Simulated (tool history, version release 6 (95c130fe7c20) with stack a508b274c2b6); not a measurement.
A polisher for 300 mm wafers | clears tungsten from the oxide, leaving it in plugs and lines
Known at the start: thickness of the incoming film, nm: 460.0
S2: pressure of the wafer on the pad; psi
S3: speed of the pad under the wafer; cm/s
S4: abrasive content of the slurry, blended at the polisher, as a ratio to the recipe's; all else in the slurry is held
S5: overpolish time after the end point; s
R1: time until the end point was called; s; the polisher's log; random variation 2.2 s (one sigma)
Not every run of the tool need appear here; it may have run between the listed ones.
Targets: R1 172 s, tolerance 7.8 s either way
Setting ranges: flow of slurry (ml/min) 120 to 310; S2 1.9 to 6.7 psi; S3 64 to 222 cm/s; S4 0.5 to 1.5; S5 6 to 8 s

Run 1, hour 0: flow of slurry (ml/min) 200, S2 4.3 psi, S3 142 cm/s, S4 1, S5 8 s. Result: R1 71.479 s.
Run 2, hour 3.6: flow of slurry (ml/min) 200, S2 4.3 psi, S3 142 cm/s, S4 0.9, S5 8 s. Result: R1 73.347 s.
Run 3, hour 11.3: flow of slurry (ml/min) 200, S2 3.9 psi, S3 136 cm/s, S4 0.9, S5 8 s. Result: R1 82.008 s.
Run 4, hour 19.9: flow of slurry (ml/min) 200, S2 3.6 psi, S3 128 cm/s, S4 0.9, S5 8 s. Result: R1 96.702 s.
Run 5, hour 21.7: flow of slurry (ml/min) 200, S2 3.6 psi, S3 108 cm/s, S4 0.9, S5 8 s. Result: R1 113.06 s.
Run 6, hour 29.1: flow of slurry (ml/min) 200, S2 3.4 psi, S3 108 cm/s, S4 0.9, S5 8 s. Result: R1 118.88 s.
Run 7, hour 34.7: flow of slurry (ml/min) 200, S2 3.2 psi, S3 108 cm/s, S4 0.9, S5 8 s. Result: R1 128.78 s.
Run 8, hour 43.1: flow of slurry (ml/min) 200, S2 3.1 psi, S3 108 cm/s, S4 0.9, S5 8 s. Result: R1 131.67 s.
Run 9, hour 51.7: flow of slurry (ml/min) 200, S2 3.1 psi, S3 108 cm/s, S4 0.9, S5 8 s. Result: R1 129.66 s.
Run 10, hour 53.2: flow of slurry (ml/min) 200, S2 1.9 psi, S3 104 cm/s, S4 0.9, S5 8 s. Result: R1 214.85 s.
Run 11, hour 54.6: flow of slurry (ml/min) 200, S2 2 psi, S3 104 cm/s, S4 0.9, S5 8 s. Result: R1 204.85 s.
Run 12, hour 56.1: flow of slurry (ml/min) 200, S2 2.1 psi, S3 104 cm/s, S4 0.9, S5 8 s. Result: R1 196.96 s.
Run 13, hour 56.9: flow of slurry (ml/min) 200, S2 2.2 psi, S3 104 cm/s, S4 0.9, S5 8 s. Result: R1 193.42 s.

Consider the 5 candidate settings below. Which is the only one whose results all fall within their allowed miss of target?
Run A, hour 57.7: flow of slurry (ml/min) 140, S2 1.9 psi, S3 108 cm/s, S4 1.05, S5 8 s. Result: R1 ?.
Run B, hour 57.7: flow of slurry (ml/min) 205, S2 2.3 psi, S3 84 cm/s, S4 0.9, S5 8 s. Result: R1 ?.
Run C, hour 57.7: flow of slurry (ml/min) 230, S2 2 psi, S3 98 cm/s, S4 0.75, S5 6 s. Result: R1 ?.
Run D, hour 57.7: flow of slurry (ml/min) 185, S2 1.9 psi, S3 102 cm/s, S4 0.75, S5 7 s. Result: R1 ?.
Run E, hour 57.7: flow of slurry (ml/min) 210, S2 2.5 psi, S3 100 cm/s, S4 0.85, S5 8 s. Result: R1 ?.

move      R1
   A  206.77
   B   219.3
   C   221.6
   D  227.84
   E  173.18
A: misses by more than the last run did
B: misses by more than the last run did
C: misses by more than the last run did
D: misses by more than the last run did
E: hits every target within its allowed miss
E meets every target.

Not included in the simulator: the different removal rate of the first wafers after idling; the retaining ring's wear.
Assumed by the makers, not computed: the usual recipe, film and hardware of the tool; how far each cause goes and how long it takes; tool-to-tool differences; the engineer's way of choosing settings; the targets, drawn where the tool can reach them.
